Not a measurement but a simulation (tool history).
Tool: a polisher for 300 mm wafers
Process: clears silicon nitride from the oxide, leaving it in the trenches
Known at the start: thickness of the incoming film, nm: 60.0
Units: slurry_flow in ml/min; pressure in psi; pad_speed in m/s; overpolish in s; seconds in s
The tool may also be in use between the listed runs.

run  hour  slurry_flow  pressure  pad_speed  overpolish  seconds
  1     0          230       2.5       0.86          19    65.66
  2   4.2          230       2.6       0.86          19   64.503
  3  10.5          230       2.7       0.86          19   60.992
  4  18.7          230       2.8       0.86          19   61.839
  5  23.1          230       2.9       0.88          19   57.603
  6  26.7          230       2.9       0.88          19   58.684
  7  30.1          230         3        0.9          19   54.741
  8    39          230       3.1        0.9          19   55.428
  9  44.4          230       3.2       0.92          19   54.127

Forecast run 10:
 10  46.2          230       3.3       0.94          19        ?

seconds: 49.386 s

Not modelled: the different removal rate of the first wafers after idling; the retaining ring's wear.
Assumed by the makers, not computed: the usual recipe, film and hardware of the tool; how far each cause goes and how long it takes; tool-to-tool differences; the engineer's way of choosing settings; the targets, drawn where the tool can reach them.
